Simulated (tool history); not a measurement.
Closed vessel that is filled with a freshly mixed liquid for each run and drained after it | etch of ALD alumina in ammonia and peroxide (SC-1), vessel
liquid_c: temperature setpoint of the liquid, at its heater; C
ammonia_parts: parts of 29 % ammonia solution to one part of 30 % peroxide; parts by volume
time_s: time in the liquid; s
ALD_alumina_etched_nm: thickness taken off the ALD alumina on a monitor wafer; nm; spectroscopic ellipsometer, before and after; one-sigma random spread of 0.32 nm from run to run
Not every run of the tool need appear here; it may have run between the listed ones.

| run | day | liquid_c | ammonia_parts | time_s | ALD_alumina_etched_nm |
|---|---|---|---|---|---|
| 1 | 0 | 58 | 0.5 | 390 | 26.713 |
| 2 | 0.262 | 60.5 | 0.5 | 390 | 30.855 |
| 3 | 0.321 | 62.5 | 0.5 | 390 | 34.236 |
| 4 | 0.383 | 62.5 | 0.5 | 390 | 34.031 |
| 5 | 0.462 | 62.5 | 0.4 | 390 | 33.411 |
| 6 | 0.512 | 64 | 0.4 | 390 | 35.714 |
| 7 | 0.646 | 64 | 0.4 | 390 | 35.657 |

What will run 8 give?
| 8 | 0.988 | 65 | 0.4 | 390 | ? |

ALD_alumina_etched_nm: 37.271 nm
